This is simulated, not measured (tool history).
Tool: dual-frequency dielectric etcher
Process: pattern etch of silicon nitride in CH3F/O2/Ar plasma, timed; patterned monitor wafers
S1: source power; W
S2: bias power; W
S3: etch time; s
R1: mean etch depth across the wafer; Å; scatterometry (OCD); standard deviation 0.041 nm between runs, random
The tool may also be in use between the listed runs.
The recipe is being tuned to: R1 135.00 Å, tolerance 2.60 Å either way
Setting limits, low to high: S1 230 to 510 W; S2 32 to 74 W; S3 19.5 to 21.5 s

Run 1, hour 0.0: S1 370 W, S2 53 W, S3 21.5 s. Result: R1 120.22 Å.
Run 2, hour 6.0: S1 390 W, S2 54 W, S3 21.5 s. Result: R1 125.55 Å.
Run 3, hour 13.7: S1 400 W, S2 54 W, S3 21.5 s. Result: R1 127.56 Å.
Run 4, hour 20.9: S1 410 W, S2 54 W, S3 21.5 s. Result: R1 128.76 Å.
Run 5, hour 25.2: S1 410 W, S2 54 W, S3 19.5 s. Result: R1 116.93 Å.
Run 6, hour 32.5: S1 360 W, S2 54 W, S3 19.5 s. Result: R1 109.56 Å.
Run 7, hour 38.2: S1 430 W, S2 61 W, S3 20.0 s. Result: R1 128.39 Å.
Run 8, hour 47.0: S1 440 W, S2 61 W, S3 20.0 s. Result: R1 130.30 Å.
Run 9, hour 51.7: S1 450 W, S2 61 W, S3 20.0 s. Result: R1 132.34 Å.

5 next moves are on the table. One of them brings every result within its allowed miss. Which?
Run A, hour 56.4: S1 410 W, S2 71 W, S3 19.5 s. Result: R1 ?.
Run B, hour 56.4: S1 440 W, S2 59 W, S3 20.0 s. Result: R1 ?.
Run C, hour 56.4: S1 430 W, S2 64 W, S3 20.5 s. Result: R1 ?.
Run D, hour 56.4: S1 390 W, S2 57 W, S3 21.5 s. Result: R1 ?.
Run E, hour 56.4: S1 430 W, S2 56 W, S3 21.0 s. Result: R1 ?.

move      R1
   A  130.51
   B  128.87
   C  134.83
   D  128.52
   E  131.06
A: its largest miss is bigger than the last run's
B: its largest miss is bigger than the last run's
C: each result inside its tolerance
D: its largest miss is bigger than the last run's
E: its largest miss is bigger than the last run's
Move C is the one to make.
